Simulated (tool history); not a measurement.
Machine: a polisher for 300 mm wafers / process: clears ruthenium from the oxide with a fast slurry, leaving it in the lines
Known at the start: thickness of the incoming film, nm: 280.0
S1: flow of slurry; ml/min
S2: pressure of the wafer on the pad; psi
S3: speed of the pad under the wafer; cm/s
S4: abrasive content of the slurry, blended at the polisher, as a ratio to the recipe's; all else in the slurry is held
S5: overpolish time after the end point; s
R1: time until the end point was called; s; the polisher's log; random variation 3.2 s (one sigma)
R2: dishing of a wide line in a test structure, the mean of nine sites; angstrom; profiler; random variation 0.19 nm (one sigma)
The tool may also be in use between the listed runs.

Run 1, hour 0.0: S1 195 ml/min, S2 3.0 psi, S3 78 cm/s, S4 1.0, S5 10 s. Result: R1 89.483 s, R2 271.40 angstrom.
Run 2, hour 8.3: S1 190 ml/min, S2 2.4 psi, S3 76 cm/s, S4 1.0, S5 10 s. Result: R1 111.130 s, R2 222.22 angstrom.
Run 3, hour 11.5: S1 190 ml/min, S2 1.9 psi, S3 76 cm/s, S4 1.0, S5 10 s. Result: R1 134.280 s, R2 174.95 angstrom.
Run 4, hour 14.6: S1 190 ml/min, S2 1.9 psi, S3 84 cm/s, S4 1.0, S5 10 s. Result: R1 123.750 s, R2 190.28 angstrom.
Run 5, hour 18.6: S1 190 ml/min, S2 2.2 psi, S3 84 cm/s, S4 1.0, S5 10 s. Result: R1 107.600 s, R2 215.33 angstrom.
Run 6, hour 24.8: S1 190 ml/min, S2 1.9 psi, S3 78 cm/s, S4 1.0, S5 11 s. Result: R1 135.450 s, R2 199.77 angstrom.

Run 7, settings as shown, results not yet in. Your forecast:
Run 7, hour 26.5: S1 190 ml/min, S2 1.7 psi, S3 78 cm/s, S4 1.0, S5 11 s. Result: R1 ?, R2 ?.

{"run 7": {"R1": 145.06, "R2": 177.3}}
